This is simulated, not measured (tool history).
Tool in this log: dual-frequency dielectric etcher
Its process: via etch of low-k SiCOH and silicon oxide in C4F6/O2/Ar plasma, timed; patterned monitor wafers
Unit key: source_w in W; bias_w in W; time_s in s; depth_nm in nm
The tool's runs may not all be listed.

run,hour,source_w,bias_w,time_s,depth_nm
1,0.0,450,225,37.0,101.610
2,3.4,450,225,34.0,94.217
3,8.3,450,205,34.0,91.784
4,13.9,390,205,34.0,86.876
5,21.0,390,227,34.0,89.328
6,27.4,390,208,34.0,87.122
7,34.7,450,225,34.5,94.000

What does the tool deliver on the next run?
8,41.4,490,246,35.0,?

Run 8 produced depth_nm 98.668 nm.
